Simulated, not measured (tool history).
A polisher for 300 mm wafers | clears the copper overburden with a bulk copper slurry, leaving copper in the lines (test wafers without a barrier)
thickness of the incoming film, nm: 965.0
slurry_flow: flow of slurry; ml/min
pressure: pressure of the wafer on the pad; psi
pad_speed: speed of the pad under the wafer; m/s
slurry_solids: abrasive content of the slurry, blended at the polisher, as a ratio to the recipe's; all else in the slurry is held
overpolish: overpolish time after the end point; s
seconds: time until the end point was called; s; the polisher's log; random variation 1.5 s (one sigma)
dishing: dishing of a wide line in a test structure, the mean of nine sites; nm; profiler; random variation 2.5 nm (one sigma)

run  hour  slurry_flow  pressure  pad_speed  slurry_solids  overpolish  seconds  dishing
  1     0          255       2.2          1              1          18   116.19   96.126
  2   3.4          255       2.2       0.82              1          18   142.24   83.609
  3  12.2          255       2.2       0.82            0.8          18   147.51    81.01
  4  15.6          255       2.5       0.84            0.8          17   130.86   85.298
  5  18.8          255       2.7       0.88            0.8          16    118.9   89.426
  6  21.2          255       2.7       0.88           0.95          16   114.09    90.79
  7  25.3          255       2.9        0.9           0.95          16   109.81   96.322

Forecast run 8:
  8  34.3          255         3       0.94           0.95          15        ?        ?

Run 8 gave seconds 100.2 s, dishing 96.214 nm.

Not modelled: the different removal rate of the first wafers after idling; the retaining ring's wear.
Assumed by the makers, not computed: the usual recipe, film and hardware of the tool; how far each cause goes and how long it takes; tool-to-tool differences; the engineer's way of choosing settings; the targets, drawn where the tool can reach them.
